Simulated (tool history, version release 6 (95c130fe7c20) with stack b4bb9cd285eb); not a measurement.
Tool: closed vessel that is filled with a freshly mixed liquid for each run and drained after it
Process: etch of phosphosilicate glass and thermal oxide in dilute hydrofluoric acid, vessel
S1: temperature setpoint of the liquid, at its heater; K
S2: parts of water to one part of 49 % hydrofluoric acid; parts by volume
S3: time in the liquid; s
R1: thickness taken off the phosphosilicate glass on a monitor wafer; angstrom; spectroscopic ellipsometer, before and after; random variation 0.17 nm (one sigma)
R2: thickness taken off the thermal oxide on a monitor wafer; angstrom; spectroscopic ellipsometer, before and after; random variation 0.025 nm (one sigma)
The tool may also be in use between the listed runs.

| run | hour | S1 | S2 | S3 | R1 | R2 |
|---|---|---|---|---|---|---|
| 1 | 0.0 | 295.15 | 220 | 95 | 330.00 | 15.729 |
| 2 | 7.7 | 293.15 | 220 | 95 | 305.16 | 15.632 |
| 3 | 13.6 | 293.15 | 220 | 115 | 368.08 | 18.737 |
| 4 | 22.1 | 293.15 | 235 | 115 | 338.31 | 16.924 |
| 5 | 26.7 | 293.15 | 245 | 115 | 328.72 | 15.984 |
| 6 | 27.5 | 291.15 | 245 | 115 | 301.60 | 15.112 |

Forecast run 7:
| 7 | 28.4 | 291.15 | 250 | 115 | ? | ? |

R1: 293.80 angstrom
R2: 13.846 angstrom
